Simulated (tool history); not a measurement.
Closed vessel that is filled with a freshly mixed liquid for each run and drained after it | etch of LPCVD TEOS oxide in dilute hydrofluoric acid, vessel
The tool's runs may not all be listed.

| run | hour | temperature setpoint of the liquid (K) | parts of water to one part of 49 % hydrofluoric acid (parts by volume) | time in the liquid (s) | thickness taken off the LPCVD TEOS oxide on a monitor wafer (angstrom) |
|---|---|---|---|---|---|
| 1 | 0 | 295.15 | 90 | 30 | 58.618 |
| 2 | 1.7 | 295.15 | 90 | 30 | 58.691 |
| 3 | 2.8 | 293.65 | 90 | 30 | 55.005 |
| 4 | 10.5 | 293.65 | 75 | 30 | 67.297 |
| 5 | 12.5 | 290.15 | 75 | 30 | 58.02 |
| 6 | 16.3 | 290.15 | 75 | 30 | 57.874 |
| 7 | 18.1 | 291.65 | 75 | 30 | 61.879 |
| 8 | 22 | 292.65 | 75 | 30 | 64.657 |
| 9 | 29 | 293.65 | 75 | 30 | 67.084 |
| 10 | 33.7 | 294.65 | 75 | 30 | 69.818 |
| 11 | 41.7 | 295.65 | 75 | 30 | 72.485 |
| 12 | 49.8 | 296.65 | 75 | 30 | 75.859 |
| 13 | 54.5 | 297.15 | 75 | 30 | 77.963 |
| 14 | 62.2 | 297.65 | 75 | 30 | 79.595 |
| 15 | 62.9 | 298.15 | 75 | 30 | 81.069 |
| 16 | 70.2 | 298.65 | 75 | 30 | 82.707 |

Run 17, settings as shown, results not yet in. Your forecast:
| 17 | 74.8 | 299.15 | 75 | 30 | ? |

thickness taken off the LPCVD TEOS oxide on a monitor wafer (angstrom): 84.117

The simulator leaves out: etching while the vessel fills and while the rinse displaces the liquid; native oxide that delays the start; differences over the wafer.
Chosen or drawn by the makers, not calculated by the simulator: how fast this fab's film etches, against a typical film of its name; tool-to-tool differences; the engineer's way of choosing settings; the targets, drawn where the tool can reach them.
